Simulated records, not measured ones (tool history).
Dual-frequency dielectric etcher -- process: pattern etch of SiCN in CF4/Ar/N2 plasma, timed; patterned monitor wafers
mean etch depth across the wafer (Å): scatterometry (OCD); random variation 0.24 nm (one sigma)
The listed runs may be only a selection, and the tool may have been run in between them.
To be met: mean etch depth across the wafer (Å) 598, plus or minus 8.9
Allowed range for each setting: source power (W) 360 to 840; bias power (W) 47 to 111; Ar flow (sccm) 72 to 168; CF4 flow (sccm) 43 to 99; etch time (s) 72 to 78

| run | hour | source power (W) | bias power (W) | Ar flow (sccm) | CF4 flow (sccm) | etch time (s) | mean etch depth across the wafer (Å) |
|---|---|---|---|---|---|---|---|
| 1 | 0 | 600 | 79 | 120 | 71 | 78 | 825.71 |
| 2 | 8.3 | 560 | 79 | 120 | 71 | 78 | 790.87 |
| 3 | 12 | 530 | 78 | 120 | 71 | 78 | 754.61 |
| 4 | 16.3 | 530 | 71 | 120 | 71 | 78 | 736.73 |
| 5 | 23.7 | 500 | 71 | 120 | 71 | 78 | 695.39 |
| 6 | 32.2 | 500 | 71 | 113 | 71 | 78 | 703.44 |
| 7 | 33.9 | 480 | 71 | 113 | 71 | 78 | 688.93 |
| 8 | 42 | 460 | 71 | 113 | 71 | 78 | 659.57 |
| 9 | 44.3 | 450 | 71 | 113 | 71 | 78 | 644.56 |
| 10 | 44.9 | 440 | 71 | 113 | 71 | 78 | 635.29 |
| 11 | 52.4 | 430 | 71 | 113 | 71 | 78 | 625.75 |

5 next moves are on the table. One of them brings every result within its allowed miss. Which?
| A | 59.9 | 400 | 69 | 72 | 76 | 78 | ? |
| B | 59.9 | 420 | 82 | 116 | 70 | 78 | ? |
| C | 59.9 | 460 | 71 | 100 | 77 | 76 | ? |
| D | 59.9 | 410 | 77 | 94 | 81 | 72 | ? |
| E | 59.9 | 480 | 65 | 122 | 73 | 75 | ? |

| move | mean etch depth across the wafer (Å) |
|---|---|
| A | 642.04 |
| B | 642.79 |
| C | 665.85 |
| D | 602.19 |
| E | 632.75 |
A: lands further from the targets than the last run did
B: lands further from the targets than the last run did
C: lands further from the targets than the last run did
D: meets every target
E: lands further from the targets than the last run did
Correct choice: D, which meets every target
